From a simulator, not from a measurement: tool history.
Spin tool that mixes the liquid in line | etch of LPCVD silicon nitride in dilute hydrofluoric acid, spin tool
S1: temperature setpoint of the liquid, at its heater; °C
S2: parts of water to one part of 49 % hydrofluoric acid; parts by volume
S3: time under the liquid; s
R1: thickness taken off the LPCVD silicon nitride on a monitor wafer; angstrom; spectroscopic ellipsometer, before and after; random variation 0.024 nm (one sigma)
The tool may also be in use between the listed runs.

| run | hour | S1 | S2 | S3 | R1 |
|---|---|---|---|---|---|
| 1 | 0 | 22 | 75 | 90 | 5.6075 |
| 2 | 7.9 | 22 | 75 | 70 | 4.4938 |
| 3 | 15.6 | 23.5 | 70 | 70 | 5.3222 |
| 4 | 19.9 | 23.5 | 50 | 70 | 6.9495 |
| 5 | 23.9 | 23.5 | 20 | 70 | 16.274 |
| 6 | 29.7 | 23.5 | 20 | 70 | 17.481 |
| 7 | 30.2 | 23 | 25 | 70 | 13.639 |
| 8 | 37.3 | 22 | 25 | 70 | 12.6 |
| 9 | 40.5 | 22 | 25 | 70 | 12.562 |

Forecast run 10:
| 10 | 41.7 | 18.5 | 30 | 70 | ? |

{"run 10": {"R1": 8.3415}}

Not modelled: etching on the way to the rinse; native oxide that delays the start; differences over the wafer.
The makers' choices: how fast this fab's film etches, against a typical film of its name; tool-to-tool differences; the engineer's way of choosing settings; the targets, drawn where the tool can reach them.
